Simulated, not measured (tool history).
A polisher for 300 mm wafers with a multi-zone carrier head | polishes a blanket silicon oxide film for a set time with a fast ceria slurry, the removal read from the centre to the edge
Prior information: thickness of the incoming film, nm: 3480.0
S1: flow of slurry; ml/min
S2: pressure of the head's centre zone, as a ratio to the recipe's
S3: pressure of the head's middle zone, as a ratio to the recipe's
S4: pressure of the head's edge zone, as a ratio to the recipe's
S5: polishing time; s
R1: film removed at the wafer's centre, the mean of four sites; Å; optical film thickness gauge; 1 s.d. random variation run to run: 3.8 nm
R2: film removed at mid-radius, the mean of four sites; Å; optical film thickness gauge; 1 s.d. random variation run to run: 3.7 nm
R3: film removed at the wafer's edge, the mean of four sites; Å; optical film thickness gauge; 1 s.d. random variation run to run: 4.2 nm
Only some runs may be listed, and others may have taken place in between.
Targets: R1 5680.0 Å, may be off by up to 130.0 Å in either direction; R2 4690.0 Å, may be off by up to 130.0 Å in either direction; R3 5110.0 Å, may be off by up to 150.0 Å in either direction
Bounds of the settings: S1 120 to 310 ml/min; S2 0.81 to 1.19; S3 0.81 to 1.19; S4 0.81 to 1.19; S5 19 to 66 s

Run 1, hour 0.0: S1 200 ml/min, S2 1.00, S3 1.00, S4 1.00, S5 42 s. Result: R1 4430.4 Å, R2 4455.9 Å, R3 4563.2 Å.
Run 2, hour 1.9: S1 220 ml/min, S2 1.04, S3 0.99, S4 1.03, S5 42 s. Result: R1 4624.8 Å, R2 4431.7 Å, R3 4670.0 Å.
Run 3, hour 3.5: S1 220 ml/min, S2 1.04, S3 1.03, S4 1.03, S5 42 s. Result: R1 4700.0 Å, R2 4556.7 Å, R3 4688.9 Å.
Run 4, hour 4.8: S1 220 ml/min, S2 1.04, S3 1.03, S4 1.03, S5 37 s. Result: R1 4126.9 Å, R2 4050.6 Å, R3 4033.6 Å.
Run 5, hour 13.5: S1 220 ml/min, S2 1.04, S3 1.07, S4 1.03, S5 37 s. Result: R1 4131.9 Å, R2 4176.5 Å, R3 4089.2 Å.
Run 6, hour 18.8: S1 220 ml/min, S2 1.04, S3 1.07, S4 1.03, S5 31 s. Result: R1 3440.0 Å, R2 3524.0 Å, R3 3399.0 Å.
Run 7, hour 26.9: S1 220 ml/min, S2 1.04, S3 1.07, S4 1.03, S5 31 s. Result: R1 3457.9 Å, R2 3497.6 Å, R3 3438.3 Å.
Run 8, hour 29.7: S1 275 ml/min, S2 1.14, S3 1.03, S4 1.13, S5 43 s. Result: R1 5310.9 Å, R2 4805.1 Å, R3 4956.7 Å.
Run 9, hour 34.6: S1 280 ml/min, S2 1.15, S3 1.01, S4 1.14, S5 43 s. Result: R1 5308.1 Å, R2 4747.4 Å, R3 5138.7 Å.

Next run, 5 choices. One meets every target within its allowed miss, the rest don't. Which?
Run A, hour 39.5: S1 245 ml/min, S2 1.19, S3 0.96, S4 1.09, S5 45 s. Result: R1 ?, R2 ?, R3 ?.
Run B, hour 39.5: S1 280 ml/min, S2 1.07, S3 1.06, S4 1.19, S5 43 s. Result: R1 ?, R2 ?, R3 ?.
Run C, hour 39.5: S1 280 ml/min, S2 1.19, S3 0.97, S4 1.13, S5 46 s. Result: R1 ?, R2 ?, R3 ?.
Run D, hour 39.5: S1 240 ml/min, S2 1.05, S3 0.96, S4 1.19, S5 43 s. Result: R1 ?, R2 ?, R3 ?.
Run E, hour 39.5: S1 305 ml/min, S2 1.06, S3 1.00, S4 1.19, S5 42 s. Result: R1 ?, R2 ?, R3 ?.

move      R1      R2      R3
   A  5650.3  4698.3  5088.9
   B  4983.3  4865.3  5124.5
   C  5848.7  4891.0  5342.1
   D  4829.0  4483.7  5080.6
   E  4863.1  4594.1  5034.6
A: all results land within tolerance of their targets
B: lands further from the targets than the last run did
C: moves the result that the last run missed by most past its target, out the other side
D: lands further from the targets than the last run did
E: lands further from the targets than the last run did
A is the move that brings every result within its allowed miss.
